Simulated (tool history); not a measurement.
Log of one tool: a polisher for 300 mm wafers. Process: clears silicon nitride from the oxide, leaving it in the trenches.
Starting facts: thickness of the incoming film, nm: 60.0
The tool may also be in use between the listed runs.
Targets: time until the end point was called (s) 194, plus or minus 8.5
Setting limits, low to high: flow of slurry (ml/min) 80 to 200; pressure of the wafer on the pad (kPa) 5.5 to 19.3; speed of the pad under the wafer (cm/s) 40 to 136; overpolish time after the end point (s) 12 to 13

run	hour	flow of slurry (ml/min)	pressure of the wafer on the pad (kPa)	speed of the pad under the wafer (cm/s)	overpolish time after the end point (s)	time until the end point was called (s)
1	0	130	12.4	88	12	146.91
2	2.6	130	11.7	88	12	158.34
3	4.6	155	11.7	88	12	149.03
4	6.6	155	13.1	88	12	134.45
5	14.6	155	13.1	88	13	137.31
6	20.7	155	13.1	110	13	109.62
7	23.9	140	9.7	106	13	156.36
8	26.4	135	8.3	106	13	179.43

Which single option among these 4 for the next run brings every result within its allowed miss of target? Just one does.
A	28.9	155	6.2	108	12	?
B	28.9	120	8.3	98	12	?
C	28.9	140	6.9	100	13	?
D	28.9	135	6.9	106	12	?

move	time until the end point was called (s)
A	222.25
B	197.82
C	221.96
D	211.15
A: takes the result that was furthest off past its target
B: meets every target
C: takes the result that was furthest off past its target
D: takes the result that was furthest off past its target
Move B is the one to make.
